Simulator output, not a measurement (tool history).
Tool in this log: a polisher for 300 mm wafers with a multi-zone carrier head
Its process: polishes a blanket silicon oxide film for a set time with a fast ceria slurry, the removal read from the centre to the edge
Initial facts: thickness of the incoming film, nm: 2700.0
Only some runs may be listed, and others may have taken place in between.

| run | day | flow of slurry (ml/min) | pressure of the head's centre zone | pressure of the head's middle zone | pressure of the head's edge zone | polishing time (s) | film removed at the wafer's centre (angstrom) | film removed at mid-radius (angstrom) | film removed at the wafer's edge (angstrom) |
|---|---|---|---|---|---|---|---|---|---|
| 1 | 0.000 | 270 | 1.00 | 1.00 | 1.00 | 48 | 7600.8 | 7722.8 | 7559.8 |
| 2 | 0.179 | 245 | 0.95 | 0.98 | 0.97 | 42 | 6237.6 | 6702.4 | 6528.7 |
| 3 | 0.467 | 245 | 0.95 | 0.90 | 0.97 | 42 | 6333.5 | 6316.8 | 6565.3 |
| 4 | 0.492 | 225 | 0.92 | 0.90 | 0.94 | 37 | 5290.8 | 5407.1 | 5695.1 |
| 5 | 0.575 | 175 | 0.92 | 0.90 | 0.94 | 37 | 5101.5 | 5250.4 | 5622.1 |
| 6 | 0.838 | 170 | 0.89 | 0.92 | 0.93 | 34 | 4483.1 | 5017.5 | 5031.0 |
| 7 | 0.867 | 160 | 0.81 | 0.90 | 0.98 | 22 | 2628.4 | 3116.1 | 3306.8 |
| 8 | 1.000 | 170 | 0.82 | 0.93 | 1.00 | 23 | 2836.6 | 3385.7 | 3576.4 |
| 9 | 1.371 | 195 | 0.83 | 0.96 | 1.02 | 23 | 2945.1 | 3513.1 | 3627.9 |
| 10 | 1.392 | 210 | 0.83 | 0.98 | 1.04 | 23 | 2924.8 | 3591.9 | 3676.5 |
| 11 | 1.658 | 235 | 0.83 | 0.99 | 1.05 | 23 | 2996.8 | 3594.7 | 3696.2 |
| 12 | 1.867 | 245 | 0.83 | 1.01 | 1.07 | 23 | 2941.1 | 3758.4 | 3712.9 |
| 13 | 2.192 | 265 | 0.83 | 1.01 | 1.08 | 23 | 2997.7 | 3724.3 | 3735.5 |
| 14 | 2.354 | 280 | 0.83 | 1.02 | 1.09 | 23 | 3014.6 | 3913.0 | 3841.5 |
| 15 | 2.467 | 290 | 0.83 | 1.01 | 1.09 | 23 | 2985.6 | 3833.2 | 3804.6 |
| 16 | 2.567 | 305 | 0.84 | 1.01 | 1.09 | 23 | 3060.1 | 3806.8 | 3822.4 |

Predict the results of run 17:
| 17 | 2.871 | 310 | 0.85 | 1.02 | 1.10 | 23 | ? | ? | ? |

film removed at the wafer's centre (angstrom): 3125.1
film removed at mid-radius (angstrom): 3855.4
film removed at the wafer's edge (angstrom): 3873.0
